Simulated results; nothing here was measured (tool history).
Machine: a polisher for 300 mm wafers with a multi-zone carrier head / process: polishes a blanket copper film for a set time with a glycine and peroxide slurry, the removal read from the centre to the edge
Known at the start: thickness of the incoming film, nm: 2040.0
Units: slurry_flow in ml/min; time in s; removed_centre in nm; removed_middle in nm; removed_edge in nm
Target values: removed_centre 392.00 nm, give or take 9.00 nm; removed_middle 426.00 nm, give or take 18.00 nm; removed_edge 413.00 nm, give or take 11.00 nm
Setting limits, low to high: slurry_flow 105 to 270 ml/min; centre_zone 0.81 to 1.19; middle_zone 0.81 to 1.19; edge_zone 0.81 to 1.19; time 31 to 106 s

run    day  slurry_flow  centre_zone  middle_zone  edge_zone  time  removed_centre  removed_middle  removed_edge
  1  0.000          175         1.00         1.00       1.00    68          364.62          350.72        351.71
  2  0.367          190         0.99         1.02       1.03    69          366.76          370.78        367.81
  3  0.458          190         0.99         1.02       1.03    83          450.02          443.07        443.27
  4  0.750          180         0.97         1.03       1.02    83          434.51          440.82        438.48
  5  1.038          170         0.96         1.04       1.01    83          420.13          443.62        433.96
  6  1.208          170         1.03         1.04       1.01    83          454.93          436.50        436.88
  7  1.342          160         1.01         1.05       1.00    83          440.92          441.51        424.07
  8  1.388          160         1.01         1.05       1.00    83          441.54          438.76        428.01
  9  1.492          150         1.00         1.05       1.00    83          427.07          436.28        427.94
 10  1.833          140         0.99         1.05       0.99    83          415.89          428.30        416.13
 11  1.942          135         0.99         1.05       0.99    83          415.93          411.93        413.86
 12  1.992          135         0.98         1.06       0.99    83          414.07          423.74        407.11
 13  2.317          135         0.97         1.06       1.00    83          403.53          419.47        417.45
 14  2.462          135         0.97         1.07       1.00    83          403.39          429.51        417.18

Next run, 5 choices. One meets every target within its allowed miss, the rest don't. Which?
  A  2.608          115         1.05         1.09       1.02    83               ?               ?             ?
  B  2.608          170         0.95         1.07       1.05    78               ?               ?             ?
  C  2.608          165         0.97         1.06       1.03    81               ?               ?             ?
  D  2.608          125         1.00         1.08       1.02    84               ?               ?             ?
  E  2.608          175         0.96         1.02       1.00    83               ?               ?             ?

move  removed_centre  removed_middle  removed_edge
   A          418.11          420.51        407.82
   B          394.59          427.09        415.26
   C          415.78          437.46        425.47
   D          413.85          432.48        419.61
   E          426.72          438.69        433.44
A: lands further from the targets than the last run did
B: every result lands within tolerance
C: lands further from the targets than the last run did
D: lands further from the targets than the last run did
E: lands further from the targets than the last run did
Go with B: it meets all targets.
